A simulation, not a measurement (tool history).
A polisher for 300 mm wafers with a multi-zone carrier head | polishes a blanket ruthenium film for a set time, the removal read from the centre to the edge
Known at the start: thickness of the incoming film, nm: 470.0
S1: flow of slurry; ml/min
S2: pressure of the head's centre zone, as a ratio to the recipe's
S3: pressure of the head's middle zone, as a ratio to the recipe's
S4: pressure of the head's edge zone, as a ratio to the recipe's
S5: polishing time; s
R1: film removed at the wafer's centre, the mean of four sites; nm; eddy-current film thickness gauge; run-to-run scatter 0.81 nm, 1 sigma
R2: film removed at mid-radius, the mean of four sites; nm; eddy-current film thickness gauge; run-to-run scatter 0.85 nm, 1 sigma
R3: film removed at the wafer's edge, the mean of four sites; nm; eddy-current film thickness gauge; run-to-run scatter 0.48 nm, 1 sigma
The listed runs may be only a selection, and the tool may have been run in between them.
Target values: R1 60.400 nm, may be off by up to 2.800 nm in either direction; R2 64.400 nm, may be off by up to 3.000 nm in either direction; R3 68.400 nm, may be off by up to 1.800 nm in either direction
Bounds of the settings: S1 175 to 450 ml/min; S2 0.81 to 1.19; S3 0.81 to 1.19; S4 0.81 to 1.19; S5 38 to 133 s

run  hour   S1    S2    S3    S4  S5       R1       R2       R3
  1   0.0  290  1.00  1.00  1.00  85  104.280  105.010  103.750
  2   5.8  285  0.98  0.98  0.99  81   98.769   99.553   99.078
  3   9.3  285  0.98  0.98  0.99  70   87.879   84.770   84.181
  4  10.0  280  0.96  0.98  1.00  68   82.225   83.239   81.933
  5  18.2  250  0.96  0.98  1.00  68   80.077   82.176   82.345
  6  23.7  210  0.96  0.98  1.00  68   77.424   80.645   81.003
  7  25.6  205  0.95  0.97  1.00  67   76.885   78.479   78.246
  8  30.6  230  0.85  0.91  1.10  52   53.455   57.430   64.266
  9  34.6  240  0.86  0.92  1.10  52   55.783   58.913   65.816
 10  39.9  245  0.86  0.93  1.10  52   55.619   59.463   66.086

Exercise: of the 4 proposed moves below, exactly one satisfies all targets within the stated allowed misses. Which move is it?
  A  45.2  300  0.89  1.00  0.81  58   ?   ?   ?
  B  45.2  185  0.96  0.99  0.84  61   ?   ?   ?
  C  45.2  235  0.92  0.97  1.12  54   ?   ?   ?
  D  45.2  265  0.94  1.03  0.99  57   ?   ?   ?

move      R1      R2      R3
   A  65.817  71.275  64.346
   B  68.654  69.276  65.262
   C  61.082  62.716  68.260
   D  66.965  70.769  68.546
A: pushes the last run's worst result past its target
B: pushes the last run's worst result past its target
C: all results in spec
D: pushes the last run's worst result past its target
Move C is the one to make.
